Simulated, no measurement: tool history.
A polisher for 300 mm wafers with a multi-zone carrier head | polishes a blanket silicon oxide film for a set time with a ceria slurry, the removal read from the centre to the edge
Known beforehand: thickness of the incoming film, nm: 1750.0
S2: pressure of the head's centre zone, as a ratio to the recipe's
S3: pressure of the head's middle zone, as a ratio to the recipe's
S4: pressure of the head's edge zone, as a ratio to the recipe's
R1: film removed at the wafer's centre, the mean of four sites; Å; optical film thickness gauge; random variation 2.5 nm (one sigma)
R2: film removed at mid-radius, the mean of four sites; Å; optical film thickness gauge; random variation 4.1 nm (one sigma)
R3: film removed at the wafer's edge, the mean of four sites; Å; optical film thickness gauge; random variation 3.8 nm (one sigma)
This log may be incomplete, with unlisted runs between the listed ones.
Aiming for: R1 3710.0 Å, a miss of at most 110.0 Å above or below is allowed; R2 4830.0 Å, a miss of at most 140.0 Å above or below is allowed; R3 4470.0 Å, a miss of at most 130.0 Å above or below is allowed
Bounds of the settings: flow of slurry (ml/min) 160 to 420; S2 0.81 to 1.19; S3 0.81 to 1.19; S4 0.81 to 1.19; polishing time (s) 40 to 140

Run 1, hour 0.0: flow of slurry (ml/min) 270, S2 1.00, S3 1.00, S4 1.00, polishing time (s) 90. Result: R1 3659.8 Å, R2 3663.3 Å, R3 3771.6 Å.
Run 2, hour 5.3: flow of slurry (ml/min) 280, S2 0.98, S3 1.04, S4 1.03, polishing time (s) 92. Result: R1 3721.8 Å, R2 3795.6 Å, R3 3879.8 Å.
Run 3, hour 11.0: flow of slurry (ml/min) 265, S2 0.94, S3 1.07, S4 1.03, polishing time (s) 96. Result: R1 3681.9 Å, R2 4149.0 Å, R3 4003.6 Å.
Run 4, hour 15.2: flow of slurry (ml/min) 270, S2 0.92, S3 1.09, S4 1.05, polishing time (s) 98. Result: R1 3662.2 Å, R2 4269.6 Å, R3 4137.0 Å.
Run 5, hour 15.9: flow of slurry (ml/min) 275, S2 0.91, S3 1.11, S4 1.06, polishing time (s) 99. Result: R1 3640.5 Å, R2 4377.7 Å, R3 4204.7 Å.
Run 6, hour 21.6: flow of slurry (ml/min) 275, S2 0.85, S3 1.11, S4 1.06, polishing time (s) 99. Result: R1 3437.2 Å, R2 4446.8 Å, R3 4218.9 Å.
Run 7, hour 24.3: flow of slurry (ml/min) 285, S2 0.86, S3 1.12, S4 1.07, polishing time (s) 100. Result: R1 3519.6 Å, R2 4446.7 Å, R3 4350.9 Å.
Run 8, hour 32.3: flow of slurry (ml/min) 285, S2 0.86, S3 1.13, S4 1.07, polishing time (s) 101. Result: R1 3561.0 Å, R2 4556.3 Å, R3 4320.6 Å.

Which of these 4 next moves meets every target?
Run A, hour 40.3: flow of slurry (ml/min) 295, S2 0.92, S3 1.19, S4 0.99, polishing time (s) 100. Result: R1 ?, R2 ?, R3 ?.
Run B, hour 40.3: flow of slurry (ml/min) 310, S2 0.81, S3 1.10, S4 1.19, polishing time (s) 104. Result: R1 ?, R2 ?, R3 ?.
Run C, hour 40.3: flow of slurry (ml/min) 270, S2 0.89, S3 1.19, S4 1.14, polishing time (s) 102. Result: R1 ?, R2 ?, R3 ?.
Run D, hour 40.3: flow of slurry (ml/min) 280, S2 0.90, S3 1.13, S4 1.00, polishing time (s) 107. Result: R1 ?, R2 ?, R3 ?.

move      R1      R2      R3
   A  3775.0  4704.0  4173.3
   B  3469.5  4595.8  4784.6
   C  3684.7  4752.2  4533.3
   D  3925.0  4787.5  4472.0
A: corrects the largest miss of the last run, while another result sits out of spec
B: lands further from the targets than the last run did
C: all results land within tolerance of their targets
D: corrects the largest miss of the last run, while another result sits out of spec
Correct choice: C, which meets every target
